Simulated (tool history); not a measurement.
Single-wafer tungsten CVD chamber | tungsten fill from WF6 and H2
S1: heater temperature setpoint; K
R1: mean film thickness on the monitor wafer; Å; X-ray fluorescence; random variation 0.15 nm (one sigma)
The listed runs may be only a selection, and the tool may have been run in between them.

Run 1, hour 0.0: S1 653.15 K, chamber pressure (mTorr) 47100, deposition time (s) 18.2. Result: R1 405.84 Å.
Run 2, hour 2.6: S1 648.15 K, chamber pressure (mTorr) 46900, deposition time (s) 18.2. Result: R1 364.55 Å.
Run 3, hour 6.0: S1 641.15 K, chamber pressure (mTorr) 46900, deposition time (s) 18.2. Result: R1 311.04 Å.
Run 4, hour 11.5: S1 641.15 K, chamber pressure (mTorr) 51700, deposition time (s) 18.2. Result: R1 324.37 Å.
Run 5, hour 12.1: S1 641.15 K, chamber pressure (mTorr) 51700, deposition time (s) 18.2. Result: R1 325.51 Å.
Run 6, hour 16.6: S1 641.15 K, chamber pressure (mTorr) 51700, deposition time (s) 17.4. Result: R1 310.71 Å.

For run 7, what comes out?
Run 7, hour 24.6: S1 640.15 K, chamber pressure (mTorr) 51600, deposition time (s) 17.4. Result: R1 ?.

{"run 7": {"R1": 303.76}}

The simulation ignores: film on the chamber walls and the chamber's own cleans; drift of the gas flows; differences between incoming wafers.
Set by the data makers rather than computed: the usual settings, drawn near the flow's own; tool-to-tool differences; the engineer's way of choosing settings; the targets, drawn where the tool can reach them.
